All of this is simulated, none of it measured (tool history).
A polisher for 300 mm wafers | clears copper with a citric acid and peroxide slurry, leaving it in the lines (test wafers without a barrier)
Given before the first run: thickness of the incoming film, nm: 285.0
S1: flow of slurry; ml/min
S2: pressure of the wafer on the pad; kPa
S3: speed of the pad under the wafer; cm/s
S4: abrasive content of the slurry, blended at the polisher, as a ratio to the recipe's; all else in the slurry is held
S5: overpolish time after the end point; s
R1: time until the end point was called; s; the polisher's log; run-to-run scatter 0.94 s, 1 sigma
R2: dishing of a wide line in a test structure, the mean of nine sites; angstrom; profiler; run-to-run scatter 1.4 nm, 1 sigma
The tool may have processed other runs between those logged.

run  hour   S1    S2  S3   S4  S5      R1      R2
  1   0.0  295  24.8  92  1.0  22  122.36  342.54
  2   2.5  295  26.2  92  1.0  23  115.92  365.27
  3   8.6  295  27.6  92  1.0  24  109.75  415.03
  4  13.5  295  27.6  92  1.0  17  109.84  305.28
  5  14.7  235  27.6  92  1.0  17  112.18  283.96
  6  23.3  245  29.0  92  1.0  19  107.31  344.63

Forecast run 7:
  7  27.3  250  30.3  92  1.0  20   ?   ?

{"run 7": {"R1": 100.97, "R2": 366.67}}

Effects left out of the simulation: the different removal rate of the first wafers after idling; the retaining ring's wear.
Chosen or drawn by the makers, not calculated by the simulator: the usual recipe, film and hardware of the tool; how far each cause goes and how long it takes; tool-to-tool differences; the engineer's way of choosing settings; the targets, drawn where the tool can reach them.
